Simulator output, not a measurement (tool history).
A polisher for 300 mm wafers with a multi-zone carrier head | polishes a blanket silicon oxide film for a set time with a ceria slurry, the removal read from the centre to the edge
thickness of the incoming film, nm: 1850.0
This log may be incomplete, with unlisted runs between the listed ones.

run	day	flow of slurry (ml/min)	pressure of the head's centre zone	pressure of the head's middle zone	pressure of the head's edge zone	polishing time (s)	film removed at the wafer's centre (angstrom)	film removed at mid-radius (angstrom)	film removed at the wafer's edge (angstrom)
1	0.000	245	1.00	1.00	1.00	80	4059.7	4200.0	4082.3
2	0.262	245	1.00	1.00	1.00	69	3531.7	3585.3	3610.9
3	0.575	240	1.02	0.98	0.96	67	3430.7	3410.4	3377.3
4	0.679	235	1.04	0.96	0.94	67	3573.1	3320.7	3305.4
5	0.921	235	1.04	0.99	0.94	67	3559.1	3451.9	3319.0
6	0.975	230	1.04	0.97	0.92	67	3492.4	3393.0	3301.5
7	1.250	230	1.05	0.95	0.90	66	3552.5	3263.8	3242.7

What will run 8 give?
8	1.575	225	1.05	0.94	0.88	65	?	?	?

film removed at the wafer's centre (angstrom): 3476.5
film removed at mid-radius (angstrom): 3187.3
film removed at the wafer's edge (angstrom): 3137.2

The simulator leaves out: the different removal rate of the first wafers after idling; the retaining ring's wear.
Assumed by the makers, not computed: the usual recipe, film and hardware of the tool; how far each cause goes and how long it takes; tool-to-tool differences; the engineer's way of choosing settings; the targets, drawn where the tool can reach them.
